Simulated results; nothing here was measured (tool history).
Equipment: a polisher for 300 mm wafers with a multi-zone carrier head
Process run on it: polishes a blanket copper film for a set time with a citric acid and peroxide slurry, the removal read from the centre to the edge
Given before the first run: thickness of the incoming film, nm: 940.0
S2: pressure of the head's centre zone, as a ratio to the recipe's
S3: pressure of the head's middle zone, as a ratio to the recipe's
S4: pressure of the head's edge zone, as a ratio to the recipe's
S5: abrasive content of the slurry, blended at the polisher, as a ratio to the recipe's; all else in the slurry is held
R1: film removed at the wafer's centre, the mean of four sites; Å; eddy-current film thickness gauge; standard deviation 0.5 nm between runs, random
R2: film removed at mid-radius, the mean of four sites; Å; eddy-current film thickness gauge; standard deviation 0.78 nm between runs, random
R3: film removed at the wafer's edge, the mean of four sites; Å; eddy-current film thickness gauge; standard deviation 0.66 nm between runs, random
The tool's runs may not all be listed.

run 1 hour=0 | flow_of_slurry_(ml/min)=275 S2=1 S3=1 S4=1 S5=1 polishing_time_(s)=40 | R1=784.04 R2=812.26 R3=808.43
run 2 hour=0.8 | flow_of_slurry_(ml/min)=275 S2=0.96 S3=1 S4=1 S5=1 polishing_time_(s)=40 | R1=768.55 R2=798.21 R3=827.75
run 3 hour=1.6 | flow_of_slurry_(ml/min)=335 S2=0.96 S3=1 S4=1 S5=1 polishing_time_(s)=40 | R1=789.36 R2=837.17 R3=821.43
run 4 hour=5 | flow_of_slurry_(ml/min)=335 S2=0.95 S3=0.98 S4=0.99 S5=0.9 polishing_time_(s)=39 | R1=729.03 R2=802 R3=787.24
run 5 hour=11.6 | flow_of_slurry_(ml/min)=320 S2=0.97 S3=0.95 S4=0.99 S5=0.85 polishing_time_(s)=38 | R1=702.13 R2=742.35 R3=737.18
run 6 hour=12.7 | flow_of_slurry_(ml/min)=305 S2=0.98 S3=0.92 S4=0.99 S5=0.8 polishing_time_(s)=38 | R1=713.05 R2=709.95 R3=723.04

Predict the results of run 7:
run 7 hour=21.2 | flow_of_slurry_(ml/min)=295 S2=0.97 S3=0.9 S4=0.98 S5=0.75 polishing_time_(s)=38 | R1=? R2=? R3=?

R1: 680.96 Å
R2: 679.89 Å
R3: 712.21 Å

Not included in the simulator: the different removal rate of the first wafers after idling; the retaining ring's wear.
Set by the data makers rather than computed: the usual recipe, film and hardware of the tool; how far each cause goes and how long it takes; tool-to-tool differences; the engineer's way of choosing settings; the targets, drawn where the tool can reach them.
